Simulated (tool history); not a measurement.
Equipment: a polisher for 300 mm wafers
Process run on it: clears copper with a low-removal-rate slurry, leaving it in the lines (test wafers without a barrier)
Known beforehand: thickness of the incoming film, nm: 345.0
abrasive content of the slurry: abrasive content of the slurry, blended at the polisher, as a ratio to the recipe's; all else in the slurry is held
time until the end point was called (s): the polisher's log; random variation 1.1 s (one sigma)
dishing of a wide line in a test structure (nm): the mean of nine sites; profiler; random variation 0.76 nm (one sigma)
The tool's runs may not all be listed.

run,hour,flow of slurry (ml/min),pressure of the wafer on the pad (psi),speed of the pad under the wafer (cm/s),abrasive content of the slurry,overpolish time after the end point (s),time until the end point was called (s),dishing of a wide line in a test structure (nm)
1,0.0,150,2.2,142,1.0,10,108.680,24.799
2,7.2,150,2.2,142,1.0,12,110.110,28.353
3,11.6,150,2.2,142,1.0,9,113.410,22.296
4,14.6,150,2.3,144,1.0,10,104.000,25.613
5,18.7,170,2.3,144,1.0,10,99.752,26.268
6,23.1,165,2.4,144,1.0,10,97.496,27.243
7,29.5,160,2.5,144,1.0,10,97.074,27.844
8,30.8,160,2.6,146,1.0,10,89.398,29.908
9,31.7,155,2.7,146,1.0,10,86.488,29.934
10,33.2,155,2.8,146,1.0,11,80.985,34.455

For run 11, what comes out?
11,37.9,145,3.0,148,1.0,13,?,?

time until the end point was called (s): 78.533
dishing of a wide line in a test structure (nm): 42.712
